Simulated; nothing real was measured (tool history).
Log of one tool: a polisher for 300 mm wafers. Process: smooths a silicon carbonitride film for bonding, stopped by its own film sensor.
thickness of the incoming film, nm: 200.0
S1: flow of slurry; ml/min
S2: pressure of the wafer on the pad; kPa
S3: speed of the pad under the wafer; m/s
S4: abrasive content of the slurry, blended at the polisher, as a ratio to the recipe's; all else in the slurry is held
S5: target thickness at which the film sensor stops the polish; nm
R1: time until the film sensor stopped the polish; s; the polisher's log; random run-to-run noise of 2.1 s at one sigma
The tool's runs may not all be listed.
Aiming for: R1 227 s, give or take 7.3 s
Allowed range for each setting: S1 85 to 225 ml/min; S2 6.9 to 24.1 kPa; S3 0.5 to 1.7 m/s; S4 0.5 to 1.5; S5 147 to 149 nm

Run 1, day 0: S1 145 ml/min, S2 15.2 kPa, S3 1.1 m/s, S4 1, S5 149 nm. Result: R1 156.3 s.
Run 2, day 0.175: S1 140 ml/min, S2 14.5 kPa, S3 1.1 m/s, S4 1, S5 149 nm. Result: R1 165.83 s.
Run 3, day 0.296: S1 140 ml/min, S2 16.5 kPa, S3 1.1 m/s, S4 1, S5 149 nm. Result: R1 147.77 s.
Run 4, day 0.4: S1 140 ml/min, S2 16.5 kPa, S3 1.1 m/s, S4 0.95, S5 149 nm. Result: R1 144.69 s.
Run 5, day 0.508: S1 135 ml/min, S2 15.9 kPa, S3 1.1 m/s, S4 0.95, S5 149 nm. Result: R1 153.88 s.
Run 6, day 0.846: S1 135 ml/min, S2 15.2 kPa, S3 1.1 m/s, S4 0.95, S5 149 nm. Result: R1 160.11 s.
Run 7, day 1.021: S1 135 ml/min, S2 14.5 kPa, S3 1.1 m/s, S4 0.95, S5 149 nm. Result: R1 166.44 s.
Run 8, day 1.358: S1 135 ml/min, S2 13.8 kPa, S3 1.1 m/s, S4 0.95, S5 149 nm. Result: R1 176.48 s.
At day 1.429: head pressure recalibrated.
Run 9, day 1.429: S1 115 ml/min, S2 9.7 kPa, S3 1.08 m/s, S4 0.95, S5 149 nm. Result: R1 267.59 s.

Exercise: of the 4 proposed moves below, exactly one satisfies all targets within the stated allowed misses. Which move is it?
Run A, day 1.5: S1 110 ml/min, S2 11 kPa, S3 1.12 m/s, S4 1.05, S5 149 nm. Result: R1 ?.
Run B, day 1.5: S1 90 ml/min, S2 9 kPa, S3 1.14 m/s, S4 0.95, S5 148 nm. Result: R1 ?.
Run C, day 1.5: S1 110 ml/min, S2 11 kPa, S3 1.14 m/s, S4 0.85, S5 149 nm. Result: R1 ?.
Run D, day 1.5: S1 85 ml/min, S2 9.7 kPa, S3 0.88 m/s, S4 1.05, S5 147 nm. Result: R1 ?.

move      R1
   A  224.24
   B  296.31
   C     242
   D  319.22
A: all results land within tolerance of their targets
B: further off than the last run
C: nearer the targets than the last run, but a result is still out of spec
D: further off than the last run
Go with A: it meets all targets.
